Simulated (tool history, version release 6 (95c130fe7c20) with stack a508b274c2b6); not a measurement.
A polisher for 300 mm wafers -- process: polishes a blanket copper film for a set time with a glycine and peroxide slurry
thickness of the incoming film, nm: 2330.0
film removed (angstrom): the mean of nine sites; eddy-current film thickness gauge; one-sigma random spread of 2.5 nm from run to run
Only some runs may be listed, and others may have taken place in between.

| run | hour | flow of slurry (ml/min) | pressure of the wafer on the pad (kPa) | speed of the pad under the wafer (cm/s) | polishing time (s) | film removed (angstrom) |
|---|---|---|---|---|---|---|
| 1 | 0.0 | 255 | 11.0 | 100 | 75 | 2243.8 |
| 2 | 8.1 | 255 | 10.3 | 98 | 75 | 2085.9 |
| 3 | 14.5 | 290 | 10.3 | 98 | 75 | 2092.0 |
| 4 | 15.6 | 245 | 10.3 | 98 | 75 | 2064.7 |
| 5 | 23.6 | 245 | 12.4 | 98 | 75 | 2403.6 |
| 6 | 27.2 | 245 | 12.4 | 98 | 78 | 2451.8 |
| 7 | 32.1 | 245 | 9.0 | 92 | 78 | 1910.9 |

Estimate the outcome of run 8 from the log above:
| 8 | 33.4 | 245 | 7.6 | 90 | 78 | ? |

film removed (angstrom): 1667.3
